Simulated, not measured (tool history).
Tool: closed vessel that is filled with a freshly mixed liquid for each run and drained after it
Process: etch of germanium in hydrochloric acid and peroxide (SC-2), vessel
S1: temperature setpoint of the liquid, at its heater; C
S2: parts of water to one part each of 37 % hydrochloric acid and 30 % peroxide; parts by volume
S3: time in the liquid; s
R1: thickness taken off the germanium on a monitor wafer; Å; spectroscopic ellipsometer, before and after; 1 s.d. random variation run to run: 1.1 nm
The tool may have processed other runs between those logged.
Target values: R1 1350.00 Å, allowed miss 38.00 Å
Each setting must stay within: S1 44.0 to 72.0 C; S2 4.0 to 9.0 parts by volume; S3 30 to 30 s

run,hour,S1,S2,S3,R1
1,0.0,60.0,5.0,30,944.17
2,4.2,62.0,5.0,30,1008.60
3,10.7,62.0,5.5,30,1002.40
4,19.4,63.5,5.5,30,1028.90
5,23.5,63.5,7.0,30,1047.50
6,25.8,63.5,6.0,30,1037.40
7,29.2,65.0,6.0,30,1104.50
8,33.3,66.0,6.0,30,1132.10
9,41.1,67.0,6.0,30,1166.30

Pick the move, out of 4, that brings all results within their allowed miss; only one does.
A,48.9,72.0,9.0,30,?
B,48.9,72.0,5.0,30,?
C,48.9,69.5,6.0,30,?
D,48.9,63.0,6.0,30,?

move,R1
A,1300.50
B,1350.90
C,1249.50
D,1035.60
A: closes in on the targets versus the last run, not all within tolerance yet
B: every result within its allowed miss
C: closes in on the targets versus the last run, not all within tolerance yet
D: further off than the last run
B meets every target.
